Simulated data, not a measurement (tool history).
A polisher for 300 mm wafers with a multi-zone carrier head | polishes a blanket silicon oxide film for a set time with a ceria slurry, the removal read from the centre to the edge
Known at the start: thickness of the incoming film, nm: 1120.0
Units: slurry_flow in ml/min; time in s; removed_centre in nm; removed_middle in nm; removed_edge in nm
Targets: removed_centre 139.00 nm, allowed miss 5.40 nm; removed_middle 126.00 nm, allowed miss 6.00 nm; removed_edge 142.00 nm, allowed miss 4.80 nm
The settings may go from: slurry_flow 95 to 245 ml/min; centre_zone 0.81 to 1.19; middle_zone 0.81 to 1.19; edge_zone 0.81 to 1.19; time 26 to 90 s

| run | hour | slurry_flow | centre_zone | middle_zone | edge_zone | time | removed_centre | removed_middle | removed_edge |
|---|---|---|---|---|---|---|---|---|---|
| 1 | 0.0 | 155 | 1.00 | 1.00 | 1.00 | 58 | 225.70 | 248.36 | 260.98 |
| 2 | 6.3 | 155 | 1.00 | 0.93 | 1.00 | 58 | 228.79 | 235.37 | 255.88 |
| 3 | 12.9 | 155 | 1.00 | 1.02 | 1.00 | 58 | 225.03 | 261.26 | 259.08 |
| 4 | 21.8 | 175 | 1.00 | 1.02 | 1.00 | 58 | 234.73 | 264.27 | 260.92 |
| 5 | 24.3 | 175 | 1.00 | 0.97 | 0.98 | 49 | 200.95 | 213.31 | 219.86 |
| 6 | 26.9 | 175 | 1.00 | 0.93 | 0.95 | 43 | 172.55 | 180.59 | 188.67 |
| 7 | 35.0 | 165 | 1.02 | 0.89 | 0.92 | 40 | 164.20 | 160.97 | 172.89 |
| 8 | 39.0 | 155 | 1.02 | 0.87 | 0.90 | 38 | 149.38 | 148.39 | 162.07 |
|  | 40.8 | centre zone pressure recalibrated |
| 9 | 40.8 | 145 | 1.04 | 0.85 | 0.88 | 37 | 170.10 | 141.04 | 156.17 |
| 10 | 44.9 | 140 | 1.02 | 0.84 | 0.87 | 36 | 157.35 | 130.48 | 150.67 |
| 11 | 51.6 | 145 | 1.00 | 0.85 | 0.86 | 35 | 150.40 | 129.72 | 146.06 |

Which of these 5 next moves meets every target?
| A | 58.3 | 140 | 0.99 | 0.85 | 0.90 | 36 | ? | ? | ? |
| B | 58.3 | 110 | 0.96 | 0.92 | 0.81 | 38 | ? | ? | ? |
| C | 58.3 | 180 | 0.96 | 0.85 | 0.91 | 32 | ? | ? | ? |
| D | 58.3 | 185 | 0.93 | 0.88 | 1.04 | 33 | ? | ? | ? |
| E | 58.3 | 135 | 1.00 | 0.85 | 0.94 | 35 | ? | ? | ? |

| move | removed_centre | removed_middle | removed_edge |
|---|---|---|---|
| A | 153.14 | 131.71 | 153.42 |
| B | 145.83 | 139.32 | 150.43 |
| C | 139.55 | 123.06 | 141.79 |
| D | 140.13 | 131.19 | 152.59 |
| E | 148.97 | 126.96 | 150.12 |
A: further off than the last run
B: further off than the last run
C: meets every target
D: brings the result that was furthest off to its target, and leaves another outside
E: nearer than the last run, and not there yet
The right move is C.
